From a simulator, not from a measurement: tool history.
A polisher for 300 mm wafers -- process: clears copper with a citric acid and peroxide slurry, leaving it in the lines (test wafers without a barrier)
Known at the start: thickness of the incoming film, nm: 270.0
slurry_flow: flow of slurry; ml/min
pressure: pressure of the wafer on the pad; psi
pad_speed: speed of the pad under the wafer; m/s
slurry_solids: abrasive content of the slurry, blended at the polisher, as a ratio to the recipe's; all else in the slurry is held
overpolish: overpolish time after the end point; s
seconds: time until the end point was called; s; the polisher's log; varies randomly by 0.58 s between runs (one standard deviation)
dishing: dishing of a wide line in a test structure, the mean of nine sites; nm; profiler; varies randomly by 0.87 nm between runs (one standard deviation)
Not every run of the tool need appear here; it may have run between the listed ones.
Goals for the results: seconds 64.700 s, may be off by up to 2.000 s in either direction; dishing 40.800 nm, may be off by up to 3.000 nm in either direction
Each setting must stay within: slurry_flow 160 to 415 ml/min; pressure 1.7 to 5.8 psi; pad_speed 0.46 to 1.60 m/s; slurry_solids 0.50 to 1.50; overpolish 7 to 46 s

| run | day | slurry_flow | pressure | pad_speed | slurry_solids | overpolish | seconds | dishing |
|---|---|---|---|---|---|---|---|---|
| 1 | 0.000 | 265 | 3.7 | 1.02 | 1.00 | 24 | 82.738 | 36.928 |
| 2 | 0.196 | 265 | 3.7 | 1.02 | 1.00 | 15 | 83.181 | 27.007 |
| 3 | 0.392 | 265 | 4.2 | 1.02 | 1.00 | 15 | 72.385 | 29.868 |
| 4 | 0.446 | 265 | 4.2 | 1.02 | 1.00 | 16 | 72.366 | 30.792 |
|  | 0.625 | slurry blender recalibrated |
| 5 | 0.625 | 265 | 4.2 | 1.02 | 1.00 | 17 | 69.978 | 32.869 |
| 6 | 0.925 | 265 | 4.2 | 1.02 | 1.00 | 18 | 70.386 | 36.208 |
| 7 | 1.175 | 270 | 4.3 | 1.02 | 1.00 | 18 | 69.003 | 36.737 |
| 8 | 1.496 | 275 | 4.3 | 1.02 | 1.00 | 18 | 68.888 | 34.505 |
| 9 | 1.750 | 270 | 4.4 | 1.02 | 1.00 | 20 | 66.979 | 39.403 |

5 candidate next runs follow, results not yet known. Just one meets every target within its allowed miss. Identify it.
| A | 2.004 | 265 | 4.3 | 1.04 | 0.95 | 22 | ? | ? |
| B | 2.004 | 410 | 3.6 | 1.04 | 1.30 | 20 | ? | ? |
| C | 2.004 | 245 | 4.1 | 1.06 | 0.95 | 23 | ? | ? |
| D | 2.004 | 285 | 4.8 | 1.04 | 0.65 | 21 | ? | ? |
| E | 2.004 | 290 | 4.2 | 1.02 | 1.00 | 17 | ? | ? |

| move | seconds | dishing |
|---|---|---|
| A | 67.125 | 39.961 |
| B | 72.509 | 35.306 |
| C | 69.860 | 39.964 |
| D | 64.587 | 39.991 |
| E | 68.375 | 33.095 |
A: moves away from the targets compared with the last run
B: moves away from the targets compared with the last run
C: moves away from the targets compared with the last run
D: all results in spec
E: moves away from the targets compared with the last run
So the answer is move D, the one that meets all the targets.
